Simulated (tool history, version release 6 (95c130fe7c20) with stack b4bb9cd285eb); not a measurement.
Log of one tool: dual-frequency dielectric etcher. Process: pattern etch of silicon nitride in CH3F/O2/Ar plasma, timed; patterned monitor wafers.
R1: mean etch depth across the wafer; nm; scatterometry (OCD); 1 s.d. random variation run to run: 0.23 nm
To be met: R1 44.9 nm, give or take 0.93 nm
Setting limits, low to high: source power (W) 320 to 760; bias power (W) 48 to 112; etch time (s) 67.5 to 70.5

{"run": 1, "hour": 0.0, "source power (W)": 540, "bias power (W)": 80, "etch time (s)": 67.5, "R1": 54.024}
{"run": 2, "hour": 3.9, "source power (W)": 540, "bias power (W)": 80, "etch time (s)": 67.5, "R1": 54}
{"run": 3, "hour": 7.8, "source power (W)": 540, "bias power (W)": 85, "etch time (s)": 67.5, "R1": 55.25}
{"run": 4, "hour": 14.9, "source power (W)": 540, "bias power (W)": 85, "etch time (s)": 70.5, "R1": 57.008}
{"run": 5, "hour": 19.8, "source power (W)": 540, "bias power (W)": 85, "etch time (s)": 67.5, "R1": 55.148}
{"run": 6, "hour": 23.2, "source power (W)": 540, "bias power (W)": 78, "etch time (s)": 67.5, "R1": 53.689}
{"run": 7, "hour": 23.9, "source power (W)": 500, "bias power (W)": 76, "etch time (s)": 67.5, "R1": 50.931}
{"run": 8, "hour": 26.7, "source power (W)": 480, "bias power (W)": 75, "etch time (s)": 67.5, "R1": 49.553}
{"run": 9, "hour": 30.9, "source power (W)": 460, "bias power (W)": 75, "etch time (s)": 67.5, "R1": 48.734}
{"run": 10, "hour": 33.6, "source power (W)": 450, "bias power (W)": 75, "etch time (s)": 67.5, "R1": 48.314}
{"run": 11, "hour": 37.9, "source power (W)": 440, "bias power (W)": 75, "etch time (s)": 67.5, "R1": 47.541}
{"run": 12, "hour": 45.6, "source power (W)": 430, "bias power (W)": 75, "etch time (s)": 67.5, "R1": 47.563}
{"run": 13, "hour": 48.6, "source power (W)": 420, "bias power (W)": 75, "etch time (s)": 67.5, "R1": 46.609}
{"run": 14, "hour": 56.5, "source power (W)": 410, "bias power (W)": 75, "etch time (s)": 67.5, "R1": 46.561}

Exercise: of the 4 proposed moves below, exactly one satisfies all targets within the stated allowed misses. Which move is it?
{"run": "A", "hour": 64.4, "source power (W)": 360, "bias power (W)": 77, "etch time (s)": 70, "R1": "?"}
{"run": "B", "hour": 64.4, "source power (W)": 420, "bias power (W)": 76, "etch time (s)": 67.5, "R1": "?"}
{"run": "C", "hour": 64.4, "source power (W)": 440, "bias power (W)": 72, "etch time (s)": 70.5, "R1": "?"}
{"run": "D", "hour": 64.4, "source power (W)": 420, "bias power (W)": 79, "etch time (s)": 68, "R1": "?"}

move=A R1=45.304
move=B R1=47.029
move=C R1=49.255
move=D R1=48.078
A: each result inside its tolerance
B: further off than the last run
C: further off than the last run
D: further off than the last run
The right move is A.

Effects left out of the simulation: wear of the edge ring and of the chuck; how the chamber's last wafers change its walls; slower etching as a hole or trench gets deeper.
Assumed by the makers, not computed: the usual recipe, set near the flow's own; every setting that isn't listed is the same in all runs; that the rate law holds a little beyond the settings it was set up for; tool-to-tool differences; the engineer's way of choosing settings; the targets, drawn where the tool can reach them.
